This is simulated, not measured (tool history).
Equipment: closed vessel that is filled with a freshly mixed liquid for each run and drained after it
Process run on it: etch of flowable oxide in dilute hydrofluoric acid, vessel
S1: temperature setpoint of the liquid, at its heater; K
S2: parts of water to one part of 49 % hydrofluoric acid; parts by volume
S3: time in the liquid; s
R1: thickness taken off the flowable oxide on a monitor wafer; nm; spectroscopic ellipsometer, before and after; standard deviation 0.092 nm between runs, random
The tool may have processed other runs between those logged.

Run 1, hour 0: S1 294.15 K, S2 75 parts by volume, S3 90 s. Result: R1 36.207 nm.
Run 2, hour 2: S1 294.15 K, S2 50 parts by volume, S3 90 s. Result: R1 56.147 nm.
Run 3, hour 8.6: S1 294.15 K, S2 50 parts by volume, S3 95 s. Result: R1 59.038 nm.
Run 4, hour 15.9: S1 294.15 K, S2 65 parts by volume, S3 95 s. Result: R1 44.565 nm.
Run 5, hour 24.5: S1 294.15 K, S2 85 parts by volume, S3 95 s. Result: R1 33.164 nm.
At hour 28.7: thermometer replaced.
Run 6, hour 28.7: S1 294.15 K, S2 85 parts by volume, S3 95 s. Result: R1 30.659 nm.
Run 7, hour 37: S1 293.65 K, S2 85 parts by volume, S3 95 s. Result: R1 30.022 nm.
Run 8, hour 41.9: S1 293.15 K, S2 85 parts by volume, S3 95 s. Result: R1 29.424 nm.

Expected results for the next run?
Run 9, hour 43.9: S1 293.15 K, S2 85 parts by volume, S3 95 s. Result: R1 ?.

R1: 29.283 nm
